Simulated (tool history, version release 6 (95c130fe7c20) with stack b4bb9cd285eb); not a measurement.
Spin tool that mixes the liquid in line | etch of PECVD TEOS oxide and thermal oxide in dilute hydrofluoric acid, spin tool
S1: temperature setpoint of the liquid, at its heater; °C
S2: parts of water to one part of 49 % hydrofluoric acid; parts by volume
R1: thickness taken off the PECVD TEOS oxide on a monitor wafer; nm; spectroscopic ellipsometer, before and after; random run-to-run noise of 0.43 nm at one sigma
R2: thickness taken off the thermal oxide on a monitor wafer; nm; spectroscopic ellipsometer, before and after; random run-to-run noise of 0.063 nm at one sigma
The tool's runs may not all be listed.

Run 1, day 0.000: S1 25.0 °C, S2 155 parts by volume, time under the liquid (s) 180. Result: R1 24.653 nm, R2 4.7788 nm.
Run 2, day 0.217: S1 25.0 °C, S2 195 parts by volume, time under the liquid (s) 180. Result: R1 18.571 nm, R2 3.6109 nm.
Run 3, day 0.288: S1 26.0 °C, S2 180 parts by volume, time under the liquid (s) 180. Result: R1 21.281 nm, R2 4.1404 nm.
Run 4, day 0.658: S1 26.0 °C, S2 215 parts by volume, time under the liquid (s) 180. Result: R1 17.119 nm, R2 3.2719 nm.
Run 5, day 0.933: S1 26.0 °C, S2 215 parts by volume, time under the liquid (s) 230. Result: R1 21.510 nm, R2 4.2613 nm.
Run 6, day 1.038: S1 26.0 °C, S2 245 parts by volume, time under the liquid (s) 230. Result: R1 18.596 nm, R2 3.5667 nm.
Run 7, day 1.142: S1 30.0 °C, S2 180 parts by volume, time under the liquid (s) 255. Result: R1 34.919 nm, R2 6.6971 nm.
Run 8, day 1.188: S1 30.0 °C, S2 170 parts by volume, time under the liquid (s) 255. Result: R1 36.985 nm, R2 7.1908 nm.
Run 9, day 1.233: S1 30.5 °C, S2 160 parts by volume, time under the liquid (s) 255. Result: R1 40.819 nm, R2 7.8514 nm.
Run 10, day 1.312: S1 30.5 °C, S2 155 parts by volume, time under the liquid (s) 255. Result: R1 42.542 nm, R2 8.1939 nm.
Run 11, day 1.600: S1 30.5 °C, S2 150 parts by volume, time under the liquid (s) 255. Result: R1 43.875 nm, R2 8.5572 nm.
Run 12, day 1.704: S1 33.0 °C, S2 100 parts by volume, time under the liquid (s) 255. Result: R1 78.836 nm, R2 15.1410 nm.
Run 13, day 2.004: S1 32.5 °C, S2 100 parts by volume, time under the liquid (s) 255. Result: R1 76.989 nm, R2 14.8250 nm.
Run 14, day 2.183: S1 32.0 °C, S2 100 parts by volume, time under the liquid (s) 255. Result: R1 74.854 nm, R2 14.7380 nm.
Run 15, day 2.467: S1 31.5 °C, S2 105 parts by volume, time under the liquid (s) 255. Result: R1 69.882 nm, R2 13.5410 nm.
Run 16, day 2.508: S1 30.5 °C, S2 105 parts by volume, time under the liquid (s) 255. Result: R1 67.578 nm, R2 13.0240 nm.

Predict the results of run 17:
At day 2.725: hydrofluoric acid flow meter replaced.
Run 17, day 2.725: S1 30.0 °C, S2 105 parts by volume, time under the liquid (s) 255. Result: R1 ?, R2 ?.

Run 17 yielded R1 75.157 nm, R2 14.4900 nm.

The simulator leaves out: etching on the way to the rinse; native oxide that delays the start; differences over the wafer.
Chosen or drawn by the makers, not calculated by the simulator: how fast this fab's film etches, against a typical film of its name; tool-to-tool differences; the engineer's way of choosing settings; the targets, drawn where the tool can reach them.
